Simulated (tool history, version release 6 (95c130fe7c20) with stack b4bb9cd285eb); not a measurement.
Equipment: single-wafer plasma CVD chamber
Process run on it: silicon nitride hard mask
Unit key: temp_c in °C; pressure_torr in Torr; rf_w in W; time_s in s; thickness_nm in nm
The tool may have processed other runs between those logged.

run,day,temp_c,pressure_torr,rf_w,time_s,thickness_nm
1,0.000,390,1.75,315,42.5,50.926
2,0.350,390,1.68,310,42.4,50.412
3,0.400,390,1.68,310,40.4,46.987
4,0.708,390,1.81,310,40.4,48.875
5,0.738,390,1.73,305,40.4,47.757
6,0.808,390,1.73,280,40.4,45.461
7,0.908,390,1.69,280,40.4,44.883
8,1.058,390,1.66,280,40.4,44.957

Predict the results of run 9:
9,1.125,390,1.62,280,40.4,?

For run 9 the tool returned thickness_nm 44.647 nm.
